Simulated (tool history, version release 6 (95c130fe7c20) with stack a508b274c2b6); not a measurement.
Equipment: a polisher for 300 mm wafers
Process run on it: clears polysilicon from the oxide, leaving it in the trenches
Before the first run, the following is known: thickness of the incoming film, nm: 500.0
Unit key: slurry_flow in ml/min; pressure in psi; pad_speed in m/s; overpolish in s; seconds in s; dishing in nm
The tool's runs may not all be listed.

run 1 day=0 | slurry_flow=140 pressure=3.1 pad_speed=1.06 overpolish=28 | seconds=31.1 dishing=37.799
run 2 day=0.104 | slurry_flow=140 pressure=3.7 pad_speed=1.06 overpolish=28 | seconds=25.729 dishing=37.768
run 3 day=0.388 | slurry_flow=135 pressure=3 pad_speed=0.88 overpolish=28 | seconds=37.244 dishing=37.358
run 4 day=0.412 | slurry_flow=135 pressure=2.4 pad_speed=0.88 overpolish=28 | seconds=47.923 dishing=37.802
run 5 day=0.504 | slurry_flow=120 pressure=2.2 pad_speed=0.76 overpolish=28 | seconds=59.517 dishing=37.316
run 6 day=0.579 | slurry_flow=110 pressure=2.1 pad_speed=0.68 overpolish=28 | seconds=72.414 dishing=37.397
run 7 day=0.854 | slurry_flow=105 pressure=2 pad_speed=0.64 overpolish=28 | seconds=78.563 dishing=37.483
run 8 day=0.938 | slurry_flow=105 pressure=2 pad_speed=0.64 overpolish=28 | seconds=79.682 dishing=36.867
run 9 day=1.079 | slurry_flow=105 pressure=1.4 pad_speed=0.62 overpolish=27 | seconds=111.79 dishing=36.247
run 10 day=1.425 | slurry_flow=110 pressure=1.5 pad_speed=0.64 overpolish=25 | seconds=104.12 dishing=36.26
run 11 day=1.496 | slurry_flow=115 pressure=1.5 pad_speed=0.64 overpolish=24 | seconds=102.32 dishing=35.127

The next listed run, before its measurement:
run 12 day=1.771 | slurry_flow=115 pressure=1.5 pad_speed=0.64 overpolish=25 | seconds=? dishing=?

seconds: 100.59 s
dishing: 35.842 nm
